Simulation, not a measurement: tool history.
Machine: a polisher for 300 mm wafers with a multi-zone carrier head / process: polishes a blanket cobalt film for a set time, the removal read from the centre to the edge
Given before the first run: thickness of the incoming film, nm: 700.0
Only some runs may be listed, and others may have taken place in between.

run  hour  flow of slurry (ml/min)  pressure of the head's centre zone  pressure of the head's middle zone  pressure of the head's edge zone  polishing time (s)  film removed at the wafer's centre (nm)  film removed at mid-radius (nm)  film removed at the wafer's edge (nm)
  1   0.0                      125                                1.00                                1.00                              1.00                  33                                   250.94                           253.80                                 245.21
  2   7.0                      135                                0.96                                1.00                              1.05                  35                                   260.36                           278.00                                 268.35
  3  15.4                      140                                0.93                                0.98                              1.09                  37                                   272.79                           287.90                                 299.78
  4  17.6                      150                                0.91                                0.99                              1.12                  37                                   271.79                           292.26                                 298.63
  5  19.1                      150                                0.89                                0.99                              1.13                  38                                   271.11                           300.44                                 310.55
  6  24.5                      150                                0.84                                0.99                              1.13                  38                                   259.07                           303.55                                 312.29
  7  29.6                      155                                0.84                                0.99                              1.14                  39                                   265.03                           305.79                                 322.98

The next listed run, before its measurement:
  8  30.8                      160                                0.84                                1.00                              1.15                  39                                        ?                                ?                                      ?

Logged for run 8: film removed at the wafer's centre (nm) 270.18, film removed at mid-radius (nm) 314.40, film removed at the wafer's edge (nm) 322.27.

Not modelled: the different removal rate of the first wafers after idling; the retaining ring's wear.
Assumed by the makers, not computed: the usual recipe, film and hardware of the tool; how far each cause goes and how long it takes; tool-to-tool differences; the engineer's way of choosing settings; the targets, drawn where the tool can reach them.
